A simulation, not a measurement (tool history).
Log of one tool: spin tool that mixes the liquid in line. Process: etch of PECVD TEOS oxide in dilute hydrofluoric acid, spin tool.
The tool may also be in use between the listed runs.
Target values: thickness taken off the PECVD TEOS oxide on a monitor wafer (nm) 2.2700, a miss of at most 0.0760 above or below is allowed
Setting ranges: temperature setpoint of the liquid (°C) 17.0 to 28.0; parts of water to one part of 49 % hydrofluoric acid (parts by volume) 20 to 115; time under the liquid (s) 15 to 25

| run | hour | temperature setpoint of the liquid (°C) | parts of water to one part of 49 % hydrofluoric acid (parts by volume) | time under the liquid (s) | thickness taken off the PECVD TEOS oxide on a monitor wafer (nm) |
|---|---|---|---|---|---|
| 1 | 0.0 | 20.0 | 65 | 25 | 3.1987 |
| 2 | 5.6 | 19.0 | 70 | 25 | 2.8021 |
| 3 | 13.5 | 19.0 | 70 | 15 | 1.7040 |
| 4 | 20.6 | 19.0 | 90 | 15 | 1.3092 |
| 5 | 21.5 | 20.5 | 90 | 15 | 1.3689 |
| 6 | 23.1 | 22.5 | 90 | 15 | 1.4857 |
| 7 | 24.4 | 24.0 | 85 | 15 | 1.6743 |
| 8 | 29.6 | 25.0 | 80 | 15 | 1.9058 |
| 9 | 30.3 | 25.5 | 80 | 15 | 1.9320 |
|  | 37.1 | thermometer replaced |
| 10 | 37.1 | 28.0 | 75 | 15 | 2.1578 |
| 11 | 41.5 | 28.0 | 75 | 20 | 2.8858 |
| 12 | 45.7 | 26.5 | 75 | 20 | 2.7287 |
| 13 | 54.5 | 25.0 | 75 | 20 | 2.5494 |
| 14 | 63.0 | 24.0 | 75 | 20 | 2.4762 |
| 15 | 65.0 | 23.5 | 75 | 20 | 2.4027 |

Which one of the following 4 next-run settings gets every result inside its allowed miss? There is exactly one.
| A | 67.0 | 22.0 | 90 | 25 | ? |
| B | 67.0 | 23.0 | 70 | 20 | ? |
| C | 67.0 | 23.5 | 70 | 20 | ? |
| D | 67.0 | 23.5 | 85 | 25 | ? |

| move | thickness taken off the PECVD TEOS oxide on a monitor wafer (nm) |
|---|---|
| A | 2.2650 |
| B | 2.4867 |
| C | 2.5379 |
| D | 2.5637 |
A: all results land within tolerance of their targets
B: the biggest miss grows against the last run
C: the biggest miss grows against the last run
D: the biggest miss grows against the last run
The right move is A.
